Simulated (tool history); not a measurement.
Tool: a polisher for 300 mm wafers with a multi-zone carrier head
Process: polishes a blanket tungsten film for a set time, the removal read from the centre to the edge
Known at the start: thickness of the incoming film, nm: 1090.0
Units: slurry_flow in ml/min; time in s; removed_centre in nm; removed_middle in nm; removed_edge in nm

run  hour  slurry_flow  centre_zone  middle_zone  edge_zone  slurry_solids  time  removed_centre  removed_middle  removed_edge
  1   0.0          205         1.00         1.00       1.00           1.00    68          234.42          224.00        227.25
  2   5.3          225         1.01         1.06       1.02           1.05    68          241.59          245.32        232.61
  3  12.6          225         1.01         1.06       1.06           1.05    68          247.16          244.36        236.60
  4  15.6          225         1.01         1.02       1.06           1.05    68          242.86          233.88        238.27
  5  22.2          240         1.01         1.07       1.07           1.10    68          245.45          250.13        245.15
  6  26.3          250         1.03         1.11       1.07           1.10    68          253.96          259.38        242.98
  7  27.5          255         1.03         1.14       1.07           1.15    68          254.38          266.84        244.58

The next listed run, before its measurement:
     35.0  -- centre zone pressure recalibrated
  8  35.0          265         1.03         1.16       1.06           1.20    68               ?               ?             ?

removed_centre: 248.77 nm
removed_middle: 278.41 nm
removed_edge: 249.66 nm
